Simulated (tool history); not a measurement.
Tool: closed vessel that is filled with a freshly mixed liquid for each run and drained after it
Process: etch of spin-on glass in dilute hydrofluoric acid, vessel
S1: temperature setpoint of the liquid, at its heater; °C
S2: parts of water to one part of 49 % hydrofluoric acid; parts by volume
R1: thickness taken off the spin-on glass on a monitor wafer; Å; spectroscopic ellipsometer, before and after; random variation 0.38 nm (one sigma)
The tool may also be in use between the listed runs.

Run 1, day 0: S1 25 °C, S2 265 parts by volume, time in the liquid (s) 250. Result: R1 281.87 Å.
Run 2, day 0.221: S1 23 °C, S2 265 parts by volume, time in the liquid (s) 250. Result: R1 261.31 Å.
Run 3, day 0.55: S1 21 °C, S2 265 parts by volume, time in the liquid (s) 250. Result: R1 243.32 Å.
Run 4, day 0.85: S1 21 °C, S2 180 parts by volume, time in the liquid (s) 250. Result: R1 392.16 Å.
Run 5, day 1.208: S1 22.5 °C, S2 180 parts by volume, time in the liquid (s) 250. Result: R1 410.65 Å.
Run 6, day 1.35: S1 24 °C, S2 170 parts by volume, time in the liquid (s) 250. Result: R1 469.68 Å.
Run 7, day 1.725: S1 25.5 °C, S2 165 parts by volume, time in the liquid (s) 250. Result: R1 510.85 Å.

Run 8 comes next. What will it give?
Run 8, day 1.996: S1 25.5 °C, S2 165 parts by volume, time in the liquid (s) 250. Result: R1 ?.

{"run 8": {"R1": 510.29}}

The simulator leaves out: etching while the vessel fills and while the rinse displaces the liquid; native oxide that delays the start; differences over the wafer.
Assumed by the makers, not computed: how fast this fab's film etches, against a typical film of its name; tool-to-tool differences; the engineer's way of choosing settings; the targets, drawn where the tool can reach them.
